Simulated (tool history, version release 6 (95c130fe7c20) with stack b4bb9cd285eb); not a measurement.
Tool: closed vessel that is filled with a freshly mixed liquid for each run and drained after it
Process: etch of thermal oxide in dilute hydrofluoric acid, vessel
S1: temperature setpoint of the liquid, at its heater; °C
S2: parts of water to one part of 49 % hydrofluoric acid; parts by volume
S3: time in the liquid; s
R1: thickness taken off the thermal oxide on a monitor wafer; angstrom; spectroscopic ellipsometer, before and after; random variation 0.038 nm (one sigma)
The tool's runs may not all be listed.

run 1 hour=0 | S1=23 S2=295 S3=375 | R1=42.468
run 2 hour=6.6 | S1=25 S2=280 S3=375 | R1=48.587
run 3 hour=12.8 | S1=25 S2=280 S3=375 | R1=48.504
run 4 hour=18.2 | S1=26.5 S2=270 S3=375 | R1=53.954
run 5 hour=26.1 | S1=27.5 S2=265 S3=375 | R1=57.755
run 6 hour=35.4 | S1=24 S2=265 S3=375 | R1=50.755
run 7 hour=37.5 | S1=26 S2=260 S3=375 | R1=55.633
run 8 hour=40.4 | S1=26 S2=260 S3=375 | R1=55.789

Forecast run 9:
run 9 hour=42.5 | S1=27.5 S2=260 S3=375 | R1=?

{"run 9": {"R1": 59.49}}
